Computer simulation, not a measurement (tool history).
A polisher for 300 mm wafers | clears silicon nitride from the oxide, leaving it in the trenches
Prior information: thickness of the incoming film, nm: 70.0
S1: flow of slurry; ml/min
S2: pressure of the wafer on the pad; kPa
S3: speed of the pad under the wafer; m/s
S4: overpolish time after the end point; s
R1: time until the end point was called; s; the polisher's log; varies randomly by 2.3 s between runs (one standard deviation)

run	day	S1	S2	S3	S4	R1
1	0.000	210	13.8	0.86	43	108.300
2	0.104	210	13.8	0.76	43	121.220
3	0.383	210	13.8	0.94	43	98.543
4	0.408	235	13.8	0.94	43	99.595
5	0.546	235	12.4	0.90	43	109.880
6	0.642	190	12.4	0.90	43	112.390
7	0.929	190	11.0	0.84	43	128.710

Forecast run 8:
8	1.258	190	9.7	0.80	43	?

Run 8 gave R1 149.530 s.

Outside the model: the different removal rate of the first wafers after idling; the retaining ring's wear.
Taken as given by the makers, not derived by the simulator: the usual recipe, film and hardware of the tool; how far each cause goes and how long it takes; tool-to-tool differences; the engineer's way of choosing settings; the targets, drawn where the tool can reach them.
